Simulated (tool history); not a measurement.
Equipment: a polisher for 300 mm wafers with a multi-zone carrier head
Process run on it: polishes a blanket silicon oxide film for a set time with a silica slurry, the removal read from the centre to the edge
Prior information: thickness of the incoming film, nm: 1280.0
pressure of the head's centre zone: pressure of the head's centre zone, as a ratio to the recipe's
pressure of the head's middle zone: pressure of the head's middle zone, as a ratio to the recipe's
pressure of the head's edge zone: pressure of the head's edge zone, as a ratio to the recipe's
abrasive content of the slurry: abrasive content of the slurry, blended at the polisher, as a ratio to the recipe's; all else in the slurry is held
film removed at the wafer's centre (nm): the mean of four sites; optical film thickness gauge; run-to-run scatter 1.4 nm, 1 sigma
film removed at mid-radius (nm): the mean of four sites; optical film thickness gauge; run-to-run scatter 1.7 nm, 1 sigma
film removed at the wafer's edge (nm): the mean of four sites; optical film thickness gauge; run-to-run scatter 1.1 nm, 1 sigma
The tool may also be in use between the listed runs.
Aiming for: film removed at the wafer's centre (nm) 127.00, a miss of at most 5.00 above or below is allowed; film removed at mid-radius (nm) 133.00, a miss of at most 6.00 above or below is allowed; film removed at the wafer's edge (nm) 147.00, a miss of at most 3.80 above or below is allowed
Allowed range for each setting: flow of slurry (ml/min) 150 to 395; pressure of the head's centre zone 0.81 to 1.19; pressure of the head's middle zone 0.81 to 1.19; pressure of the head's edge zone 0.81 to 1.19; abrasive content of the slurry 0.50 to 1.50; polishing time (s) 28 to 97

run,hour,flow of slurry (ml/min),pressure of the head's centre zone,pressure of the head's middle zone,pressure of the head's edge zone,abrasive content of the slurry,polishing time (s),film removed at the wafer's centre (nm),film removed at mid-radius (nm),film removed at the wafer's edge (nm)
1,0.0,250,1.00,1.00,1.00,1.00,62,168.29,174.01,176.05
2,8.7,225,1.00,1.00,1.00,1.00,62,167.56,173.06,172.03
3,16.6,225,1.00,1.00,0.96,1.00,62,168.34,172.37,167.81
4,25.2,225,1.00,1.00,0.87,1.00,62,168.78,174.01,160.27
5,30.5,225,1.00,1.00,0.87,1.00,48,129.42,136.67,124.88
6,39.1,225,1.00,1.00,0.87,0.90,48,123.45,128.12,119.09
7,46.9,270,0.95,0.94,0.97,1.05,48,130.45,131.15,135.80
8,52.4,275,0.95,0.94,0.98,1.05,48,132.09,132.63,137.39

Of the 4 settings listed for the next run, only one would bring every result within its allowed miss of target. Which one?
A,57.9,290,0.88,0.91,1.05,1.00,51,?,?,?
B,57.9,215,0.94,0.88,1.15,0.95,51,?,?,?
C,57.9,310,0.87,0.86,1.08,0.90,49,?,?,?
D,57.9,325,0.97,0.93,0.95,1.05,49,?,?,?

move,film removed at the wafer's centre (nm),film removed at mid-radius (nm),film removed at the wafer's edge (nm)
A,127.68,132.05,148.83
B,127.34,121.65,148.79
C,116.22,115.82,138.56
D,137.58,133.37,140.34
A: all results land within tolerance of their targets
B: brings the last run's worst result on target, with another outside its allowed miss
C: lands further from the targets than the last run did
D: gains on the last run, yet a result remains outside its allowed miss
Go with A: it meets all targets.
